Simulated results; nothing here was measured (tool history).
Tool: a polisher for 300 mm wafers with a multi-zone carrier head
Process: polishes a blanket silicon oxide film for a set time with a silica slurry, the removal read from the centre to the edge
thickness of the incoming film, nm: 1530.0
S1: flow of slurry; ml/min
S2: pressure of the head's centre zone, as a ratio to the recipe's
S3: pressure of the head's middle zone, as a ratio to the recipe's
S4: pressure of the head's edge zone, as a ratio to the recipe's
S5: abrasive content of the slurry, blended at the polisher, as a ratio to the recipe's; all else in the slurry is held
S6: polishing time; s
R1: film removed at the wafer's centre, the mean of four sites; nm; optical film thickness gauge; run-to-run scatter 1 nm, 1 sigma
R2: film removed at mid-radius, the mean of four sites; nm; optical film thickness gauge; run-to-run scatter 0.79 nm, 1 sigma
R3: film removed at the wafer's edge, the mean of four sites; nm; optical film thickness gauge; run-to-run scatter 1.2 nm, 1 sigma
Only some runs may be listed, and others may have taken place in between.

run  hour   S1    S2    S3    S4    S5  S6      R1       R2      R3
  1   0.0  180  1.00  1.00  1.00  1.00  36  164.57  171.490  172.36
  2   1.9  180  1.00  1.00  1.00  1.15  36  177.29  182.660  183.95
  3   2.9  180  1.01  0.98  0.96  0.95  33  147.41  149.690  148.63
  4   9.5  175  1.01  0.95  0.92  0.80  32  125.91  126.290  122.17
  5  14.6  175  1.01  0.89  0.92  0.80  32  128.53  119.620  120.65
  6  19.2  175  1.01  0.89  0.92  0.80  28  110.15  105.130  108.75
  7  25.7  165  1.00  0.88  0.90  0.80  28  108.75  104.010  106.54
  8  32.7  160  0.99  0.87  0.88  0.80  28  105.07  103.240  103.58

The next listed run, before its measurement:
  9  40.4  150  0.99  0.86  0.87  0.80  28   ?   ?   ?

Run 9 produced R1 105.33 nm, R2 99.976 nm, R3 102.85 nm.
